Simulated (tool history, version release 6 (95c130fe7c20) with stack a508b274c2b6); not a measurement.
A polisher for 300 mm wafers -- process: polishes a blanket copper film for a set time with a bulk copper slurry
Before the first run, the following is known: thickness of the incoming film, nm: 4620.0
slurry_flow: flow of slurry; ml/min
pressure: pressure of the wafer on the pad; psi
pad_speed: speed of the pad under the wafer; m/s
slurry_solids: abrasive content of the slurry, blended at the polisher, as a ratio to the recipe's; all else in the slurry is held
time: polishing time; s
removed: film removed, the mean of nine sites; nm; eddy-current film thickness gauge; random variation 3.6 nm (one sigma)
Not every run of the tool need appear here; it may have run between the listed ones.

run  hour  slurry_flow  pressure  pad_speed  slurry_solids  time  removed
  1     0          260       2.7       1.02              1    22   164.44
  2   3.6          260       2.7       1.02              1    22   162.35
  3  11.5          260       3.1       1.06              1    22   193.45
  4  18.1          260       3.4        1.1              1    22   220.54
  5  25.3          235       3.4        1.1              1    22   218.47
  6    30          235       3.6       1.14              1    22   238.56
  7  35.6          240       3.7       1.18              1    22   258.27
  8  40.8          245       3.8        1.2              1    22   269.57
  9  47.8          245       3.9       1.22              1    22   275.87

The next listed run, before its measurement:
 10    51          245         4       1.24              1    22        ?

Run 10 yielded removed 291.58 nm.
